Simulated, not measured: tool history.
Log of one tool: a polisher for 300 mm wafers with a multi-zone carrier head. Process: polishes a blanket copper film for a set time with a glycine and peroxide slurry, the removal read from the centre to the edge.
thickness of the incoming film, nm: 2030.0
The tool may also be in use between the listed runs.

run  hour  flow of slurry (ml/min)  pressure of the head's centre zone  pressure of the head's middle zone  pressure of the head's edge zone  polishing time (s)  film removed at the wafer's centre (nm)  film removed at mid-radius (nm)  film removed at the wafer's edge (nm)
  1     0                      130                                   1                                   1                                 1                  57                                   163.45                           165.43                                 165.08
  2   2.7                      130                                   1                                0.92                                 1                  57                                   163.27                           151.18                                 163.32
  3     8                      145                                1.04                                0.96                              1.06                  60                                   182.72                           171.04                                 179.46
  4  13.1                      145                                1.04                                0.96                              1.06                  66                                   201.62                           185.92                                 200.01
  5  14.6                      145                                1.04                                0.96                                 1                  66                                   202.89                           186.46                                 193.78
  6    18                      145                                1.04                                0.96                                 1                  61                                   186.83                           173.33                                 179.33
  7  24.2                      155                                1.06                                0.98                              1.05                  63                                   196.89                           187.89                                  191.4

The next listed run, before its measurement:
  8  27.1                      165                                1.09                                0.99                              1.09                  65                                        ?                                ?                                      ?

{"run 8": {"film removed at the wafer's centre (nm)": 209.78, "film removed at mid-radius (nm)": 193.21, "film removed at the wafer's edge (nm)": 201.5}}
